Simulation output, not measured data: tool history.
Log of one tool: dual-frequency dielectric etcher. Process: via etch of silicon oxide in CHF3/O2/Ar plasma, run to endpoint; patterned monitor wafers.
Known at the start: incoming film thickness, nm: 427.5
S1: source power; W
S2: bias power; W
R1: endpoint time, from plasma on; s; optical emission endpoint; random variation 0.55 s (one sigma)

| run | hour | S1 | S2 | R1 |
|---|---|---|---|---|
| 1 | 0 | 890 | 206 | 182.81 |
| 2 | 6.9 | 790 | 206 | 188.18 |
| 3 | 15.7 | 920 | 222 | 176.92 |
| 4 | 23.7 | 1050 | 222 | 171.56 |
| 5 | 31.4 | 1050 | 208 | 176.71 |
| 6 | 35.9 | 1050 | 184 | 184.25 |

Forecast run 7:
| 7 | 38.3 | 1110 | 209 | ? |

{"run 7": {"R1": 174.01}}
